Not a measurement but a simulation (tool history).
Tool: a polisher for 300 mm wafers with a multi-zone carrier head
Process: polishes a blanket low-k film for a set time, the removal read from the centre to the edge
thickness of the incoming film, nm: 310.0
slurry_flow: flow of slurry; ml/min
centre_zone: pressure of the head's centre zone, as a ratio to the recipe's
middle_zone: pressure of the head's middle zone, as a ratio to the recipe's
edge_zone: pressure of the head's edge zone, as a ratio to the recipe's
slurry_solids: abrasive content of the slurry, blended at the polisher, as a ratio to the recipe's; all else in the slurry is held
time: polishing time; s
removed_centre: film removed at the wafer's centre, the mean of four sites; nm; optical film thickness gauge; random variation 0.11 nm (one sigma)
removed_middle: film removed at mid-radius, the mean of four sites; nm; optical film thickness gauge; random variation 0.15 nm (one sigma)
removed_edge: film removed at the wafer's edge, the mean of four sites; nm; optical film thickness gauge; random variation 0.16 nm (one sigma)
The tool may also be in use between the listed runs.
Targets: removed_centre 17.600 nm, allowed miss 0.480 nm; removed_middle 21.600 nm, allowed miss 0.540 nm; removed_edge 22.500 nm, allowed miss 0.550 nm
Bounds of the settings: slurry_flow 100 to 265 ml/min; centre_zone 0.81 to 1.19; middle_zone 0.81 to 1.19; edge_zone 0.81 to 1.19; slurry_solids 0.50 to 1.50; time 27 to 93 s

run 1 hour=0.0 | slurry_flow=170 centre_zone=1.00 middle_zone=1.00 edge_zone=1.00 slurry_solids=1.00 time=59 | removed_centre=19.680 removed_middle=19.437 removed_edge=19.906
run 2 hour=2.4 | slurry_flow=170 centre_zone=1.00 middle_zone=1.00 edge_zone=1.00 slurry_solids=1.00 time=47 | removed_centre=15.786 removed_middle=15.312 removed_edge=16.028
run 3 hour=4.5 | slurry_flow=175 centre_zone=0.98 middle_zone=1.01 edge_zone=1.02 slurry_solids=1.05 time=47 | removed_centre=15.947 removed_middle=15.937 removed_edge=16.566
run 4 hour=12.5 | slurry_flow=175 centre_zone=0.96 middle_zone=1.02 edge_zone=1.04 slurry_solids=1.10 time=47 | removed_centre=16.008 removed_middle=16.472 removed_edge=17.016
-- hour=14.0 edge zone pressure recalibrated
run 5 hour=14.0 | slurry_flow=150 centre_zone=0.96 middle_zone=1.02 edge_zone=1.04 slurry_solids=1.10 time=47 | removed_centre=15.462 removed_middle=15.947 removed_edge=16.145
run 6 hour=16.3 | slurry_flow=150 centre_zone=1.05 middle_zone=1.02 edge_zone=1.04 slurry_solids=1.10 time=47 | removed_centre=16.712 removed_middle=15.820 removed_edge=16.177
run 7 hour=23.8 | slurry_flow=160 centre_zone=1.02 middle_zone=1.03 edge_zone=1.06 slurry_solids=1.15 time=47 | removed_centre=16.800 removed_middle=16.376 removed_edge=16.819
run 8 hour=29.3 | slurry_flow=170 centre_zone=1.00 middle_zone=1.04 edge_zone=1.07 slurry_solids=1.20 time=47 | removed_centre=16.954 removed_middle=17.084 removed_edge=17.410
run 9 hour=37.4 | slurry_flow=180 centre_zone=0.98 middle_zone=1.04 edge_zone=1.08 slurry_solids=1.25 time=47 | removed_centre=16.998 removed_middle=17.692 removed_edge=17.522
run 10 hour=44.7 | slurry_flow=185 centre_zone=0.96 middle_zone=1.03 edge_zone=1.09 slurry_solids=1.25 time=48 | removed_centre=17.148 removed_middle=17.962 removed_edge=17.814
run 11 hour=49.2 | slurry_flow=185 centre_zone=0.94 middle_zone=1.03 edge_zone=1.10 slurry_solids=1.25 time=50 | removed_centre=17.547 removed_middle=18.653 removed_edge=18.763
run 12 hour=55.0 | slurry_flow=190 centre_zone=0.93 middle_zone=1.03 edge_zone=1.11 slurry_solids=1.25 time=51 | removed_centre=17.725 removed_middle=19.158 removed_edge=19.486
run 13 hour=61.7 | slurry_flow=195 centre_zone=0.92 middle_zone=1.03 edge_zone=1.12 slurry_solids=1.25 time=51 | removed_centre=17.541 removed_middle=19.102 removed_edge=19.651
run 14 hour=66.3 | slurry_flow=200 centre_zone=0.91 middle_zone=1.03 edge_zone=1.13 slurry_solids=1.25 time=51 | removed_centre=17.535 removed_middle=19.274 removed_edge=19.639
run 15 hour=70.3 | slurry_flow=200 centre_zone=0.90 middle_zone=1.03 edge_zone=1.14 slurry_solids=1.25 time=51 | removed_centre=17.222 removed_middle=19.233 removed_edge=19.479

4 next moves are on the table. One of them brings every result within its allowed miss. Which?
run A hour=74.3 | slurry_flow=205 centre_zone=0.81 middle_zone=1.01 edge_zone=1.15 slurry_solids=1.05 time=61 | removed_centre=? removed_middle=? removed_edge=?
run B hour=74.3 | slurry_flow=235 centre_zone=1.09 middle_zone=1.08 edge_zone=1.08 slurry_solids=1.25 time=41 | removed_centre=? removed_middle=? removed_edge=?
run C hour=74.3 | slurry_flow=195 centre_zone=0.87 middle_zone=0.94 edge_zone=1.17 slurry_solids=1.20 time=58 | removed_centre=? removed_middle=? removed_edge=?
run D hour=74.3 | slurry_flow=195 centre_zone=0.90 middle_zone=1.06 edge_zone=1.11 slurry_solids=1.35 time=55 | removed_centre=? removed_middle=? removed_edge=?

move=A removed_centre=17.820 removed_middle=21.443 removed_edge=22.006
move=B removed_centre=17.330 removed_middle=16.372 removed_edge=15.555
move=C removed_centre=18.881 removed_middle=20.251 removed_edge=22.038
move=D removed_centre=19.290 removed_middle=21.702 removed_edge=21.261
A: meets every target
B: further off than the last run
C: brings the result that was furthest off to its target, and leaves another outside
D: nearer than the last run, and not there yet
Move A is the one to make.

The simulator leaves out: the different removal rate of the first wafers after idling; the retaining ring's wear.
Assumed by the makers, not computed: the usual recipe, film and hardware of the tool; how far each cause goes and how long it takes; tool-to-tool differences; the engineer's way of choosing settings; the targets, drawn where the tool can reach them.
